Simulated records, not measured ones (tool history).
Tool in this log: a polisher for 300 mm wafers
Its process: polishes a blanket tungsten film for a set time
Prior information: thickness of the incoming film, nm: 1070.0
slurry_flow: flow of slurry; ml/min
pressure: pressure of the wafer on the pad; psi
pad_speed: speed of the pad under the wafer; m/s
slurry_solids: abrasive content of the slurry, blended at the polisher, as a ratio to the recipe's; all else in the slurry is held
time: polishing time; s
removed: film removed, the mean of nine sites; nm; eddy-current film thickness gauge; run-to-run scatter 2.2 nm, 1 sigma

Run 1, hour 0.0: slurry_flow 230 ml/min, pressure 2.4 psi, pad_speed 1.1 m/s, slurry_solids 1.0, time 59 s. Result: removed 225.14 nm.
Run 2, hour 2.8: slurry_flow 235 ml/min, pressure 2.5 psi, pad_speed 1.1 m/s, slurry_solids 1.0, time 59 s. Result: removed 228.27 nm.
Run 3, hour 5.6: slurry_flow 235 ml/min, pressure 2.6 psi, pad_speed 1.1 m/s, slurry_solids 1.0, time 59 s. Result: removed 237.32 nm.
Run 4, hour 13.0: slurry_flow 235 ml/min, pressure 2.7 psi, pad_speed 1.1 m/s, slurry_solids 1.0, time 59 s. Result: removed 246.71 nm.
Run 5, hour 20.0: slurry_flow 235 ml/min, pressure 2.7 psi, pad_speed 1.1 m/s, slurry_solids 1.0, time 59 s. Result: removed 242.10 nm.
Run 6, hour 21.6: slurry_flow 265 ml/min, pressure 2.7 psi, pad_speed 1.1 m/s, slurry_solids 1.0, time 59 s. Result: removed 243.42 nm.
Run 7, hour 30.5: slurry_flow 265 ml/min, pressure 2.8 psi, pad_speed 1.1 m/s, slurry_solids 1.0, time 59 s. Result: removed 258.98 nm.

For run 8, what comes out?
Run 8, hour 36.7: slurry_flow 270 ml/min, pressure 2.9 psi, pad_speed 1.1 m/s, slurry_solids 1.0, time 59 s. Result: removed ?.

removed: 263.74 nm
